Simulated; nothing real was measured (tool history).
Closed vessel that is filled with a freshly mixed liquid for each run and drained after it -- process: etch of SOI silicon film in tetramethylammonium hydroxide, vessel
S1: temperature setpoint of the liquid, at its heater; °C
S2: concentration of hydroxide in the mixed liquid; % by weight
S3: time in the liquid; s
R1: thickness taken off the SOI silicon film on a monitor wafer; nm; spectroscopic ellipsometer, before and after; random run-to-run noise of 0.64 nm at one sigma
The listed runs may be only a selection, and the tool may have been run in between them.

run 1 hour=0 | S1=61 S2=11.5 S3=30 | R1=120.2
run 2 hour=3.9 | S1=61.5 S2=11.5 S3=30 | R1=125.46
run 3 hour=10 | S1=61.5 S2=12.5 S3=30 | R1=120.77
run 4 hour=18.1 | S1=62 S2=12.5 S3=30 | R1=125.14
run 5 hour=21 | S1=62 S2=12.5 S3=30 | R1=125.06
run 6 hour=23.5 | S1=57.5 S2=12.5 S3=30 | R1=94.234
run 7 hour=27.3 | S1=59.5 S2=12.5 S3=30 | R1=107.04

Forecast run 8:
run 8 hour=35.8 | S1=64.5 S2=12.5 S3=30 | R1=?

R1: 144.7 nm

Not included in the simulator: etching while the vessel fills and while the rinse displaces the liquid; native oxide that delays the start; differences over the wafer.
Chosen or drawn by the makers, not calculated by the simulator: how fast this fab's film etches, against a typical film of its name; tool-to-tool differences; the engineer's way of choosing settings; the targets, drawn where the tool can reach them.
